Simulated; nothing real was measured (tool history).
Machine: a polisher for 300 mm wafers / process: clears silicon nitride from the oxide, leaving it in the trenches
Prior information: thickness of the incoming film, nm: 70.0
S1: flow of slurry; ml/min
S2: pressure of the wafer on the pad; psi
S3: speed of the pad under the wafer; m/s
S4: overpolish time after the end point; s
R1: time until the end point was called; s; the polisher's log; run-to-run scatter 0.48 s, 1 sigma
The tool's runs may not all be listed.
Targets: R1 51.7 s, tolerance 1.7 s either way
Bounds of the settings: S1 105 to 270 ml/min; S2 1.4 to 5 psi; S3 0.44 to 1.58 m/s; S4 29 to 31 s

Run 1, hour 0: S1 175 ml/min, S2 3.2 psi, S3 1 m/s, S4 29 s. Result: R1 63.347 s.
Run 2, hour 8.7: S1 180 ml/min, S2 3.3 psi, S3 1 m/s, S4 29 s. Result: R1 60.53 s.
Run 3, hour 16.9: S1 185 ml/min, S2 3.4 psi, S3 1 m/s, S4 29 s. Result: R1 59.296 s.
Run 4, hour 17.6: S1 185 ml/min, S2 3.5 psi, S3 1 m/s, S4 29 s. Result: R1 57.958 s.
Run 5, hour 22.5: S1 185 ml/min, S2 3.5 psi, S3 0.78 m/s, S4 29 s. Result: R1 73.706 s.
Run 6, hour 27.1: S1 185 ml/min, S2 3.7 psi, S3 0.78 m/s, S4 29 s. Result: R1 71.09 s.
Run 7, hour 33.1: S1 190 ml/min, S2 3.9 psi, S3 0.78 m/s, S4 29 s. Result: R1 67.431 s.
Run 8, hour 38.6: S1 190 ml/min, S2 4.1 psi, S3 0.78 m/s, S4 29 s. Result: R1 64.322 s.
Run 9, hour 47.6: S1 190 ml/min, S2 4.3 psi, S3 0.78 m/s, S4 29 s. Result: R1 63.507 s.

Which of these 5 next moves meets every target?
Run A, hour 56.6: S1 195 ml/min, S2 3.7 psi, S3 1 m/s, S4 29 s. Result: R1 ?.
Run B, hour 56.6: S1 220 ml/min, S2 4.9 psi, S3 0.84 m/s, S4 31 s. Result: R1 ?.
Run C, hour 56.6: S1 170 ml/min, S2 4.4 psi, S3 0.9 m/s, S4 29 s. Result: R1 ?.
Run D, hour 56.6: S1 190 ml/min, S2 4.7 psi, S3 0.8 m/s, S4 29 s. Result: R1 ?.
Run E, hour 56.6: S1 175 ml/min, S2 4.7 psi, S3 0.58 m/s, S4 29 s. Result: R1 ?.

move      R1
   A  55.501
   B  51.872
   C  54.931
   D  57.373
   E   79.05
A: moves toward the targets from the last run without getting all of them in spec
B: each result inside its tolerance
C: moves toward the targets from the last run without getting all of them in spec
D: moves toward the targets from the last run without getting all of them in spec
E: lands further from the targets than the last run did
Go with B: it meets all targets.
